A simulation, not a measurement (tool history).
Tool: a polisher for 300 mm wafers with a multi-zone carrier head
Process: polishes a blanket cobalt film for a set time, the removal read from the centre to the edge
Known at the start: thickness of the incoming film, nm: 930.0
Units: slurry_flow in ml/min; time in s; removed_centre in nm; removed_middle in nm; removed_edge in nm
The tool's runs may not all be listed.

run,hour,slurry_flow,centre_zone,middle_zone,edge_zone,time,removed_centre,removed_middle,removed_edge
1,0,210,1,1,1,47,232.14,210.91,218.71
2,7.3,210,1,1,0.91,47,231.17,212.81,212.25
3,10.9,210,1,1,0.87,47,230.01,209.19,209.13
4,13.6,210,1,1,0.81,47,228.42,213.32,204.03
5,18.5,210,1,0.92,0.81,47,228.36,200.22,201.3
6,27,210,1,0.92,0.81,47,231.54,196.94,201.72
7,32.8,200,0.97,0.91,0.82,43,207.32,181.13,184.56
8,38.6,190,0.94,0.9,0.86,39,179.47,160.17,169.44
9,43,185,0.92,0.89,0.87,37,168.45,151.17,164.49
10,47.4,180,0.9,0.89,0.87,35,147.75,139.47,153.58
11,52.1,175,0.89,0.88,0.86,34,145.9,134.56,145.49
12,57.4,170,0.88,0.88,0.86,33,143.09,129.56,139.93
13,61.9,170,0.87,0.88,0.87,32,131.12,125.95,136.65
14,70.3,165,0.86,0.87,0.87,32,132.92,123.86,138.18
15,71.8,160,0.85,0.87,0.87,31,121.3,118.13,131.04
# hour 78.6: centre zone pressure recalibrated
16,78.6,155,0.85,0.86,0.87,31,114.65,117.66,130.34

Run 17 comes next. What will it give?
17,83.6,155,0.85,0.85,0.87,31,?,?,?

Run 17 gave removed_centre 115.42 nm, removed_middle 115.59 nm, removed_edge 130.67 nm.
